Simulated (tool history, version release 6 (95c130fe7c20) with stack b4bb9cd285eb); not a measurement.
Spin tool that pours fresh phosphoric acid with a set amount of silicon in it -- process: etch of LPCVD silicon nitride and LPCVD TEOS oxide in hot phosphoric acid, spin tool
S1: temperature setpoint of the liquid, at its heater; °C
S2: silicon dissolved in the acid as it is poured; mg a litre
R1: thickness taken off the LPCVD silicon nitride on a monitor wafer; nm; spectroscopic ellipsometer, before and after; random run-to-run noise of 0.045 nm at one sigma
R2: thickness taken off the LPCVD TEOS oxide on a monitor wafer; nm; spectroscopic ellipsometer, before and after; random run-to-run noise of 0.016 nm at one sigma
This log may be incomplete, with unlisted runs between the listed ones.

run 1 hour=0.0 | S1=163.0 S2=26.0 time_under_the_liquid_(s)=65 | R1=6.0817 R2=0.094260
run 2 hour=5.9 | S1=164.5 S2=32.5 time_under_the_liquid_(s)=70 | R1=6.9013 R2=0.067904
run 3 hour=13.5 | S1=166.0 S2=32.5 time_under_the_liquid_(s)=70 | R1=7.2560 R2=0.148310
run 4 hour=18.5 | S1=166.0 S2=22.5 time_under_the_liquid_(s)=70 | R1=7.3163 R2=0.228160
run 5 hour=20.2 | S1=166.0 S2=22.5 time_under_the_liquid_(s)=90 | R1=9.2493 R2=0.325560
run 6 hour=27.0 | S1=164.0 S2=22.5 time_under_the_liquid_(s)=90 | R1=8.6477 R2=0.154670
run 7 hour=35.6 | S1=164.0 S2=26.0 time_under_the_liquid_(s)=90 | R1=8.7462 R2=0.148960

Forecast run 8:
run 8 hour=36.8 | S1=163.5 S2=29.0 time_under_the_liquid_(s)=90 | R1=? R2=?

{"run 8": {"R1": 8.6417, "R2": 0.21295}}
